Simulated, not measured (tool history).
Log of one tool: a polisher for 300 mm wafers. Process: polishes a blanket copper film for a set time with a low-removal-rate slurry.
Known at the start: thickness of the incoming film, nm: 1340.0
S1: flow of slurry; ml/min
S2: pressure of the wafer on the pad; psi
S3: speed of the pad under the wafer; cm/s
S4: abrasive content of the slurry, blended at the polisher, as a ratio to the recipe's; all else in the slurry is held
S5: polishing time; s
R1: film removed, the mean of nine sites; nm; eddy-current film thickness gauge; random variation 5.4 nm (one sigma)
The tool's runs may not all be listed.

{"run": 1, "hour": 0.0, "S1": 265, "S2": 2.7, "S3": 114, "S4": 1.0, "S5": 113, "R1": 346.87}
{"run": 2, "hour": 5.6, "S1": 265, "S2": 2.7, "S3": 114, "S4": 1.0, "S5": 113, "R1": 338.99}
{"run": 3, "hour": 13.1, "S1": 265, "S2": 2.9, "S3": 114, "S4": 1.0, "S5": 113, "R1": 365.11}
{"run": 4, "hour": 16.9, "S1": 265, "S2": 2.9, "S3": 114, "S4": 0.85, "S5": 113, "R1": 361.93}
{"run": 5, "hour": 19.6, "S1": 265, "S2": 2.9, "S3": 114, "S4": 0.85, "S5": 113, "R1": 365.09}
{"run": 6, "hour": 24.1, "S1": 265, "S2": 2.9, "S3": 114, "S4": 0.65, "S5": 113, "R1": 351.85}

Run 7 comes next. What will it give?
{"run": 7, "hour": 30.8, "S1": 265, "S2": 3.1, "S3": 114, "S4": 0.65, "S5": 113, "R1": "?"}

{"run 7": {"R1": 370.5}}
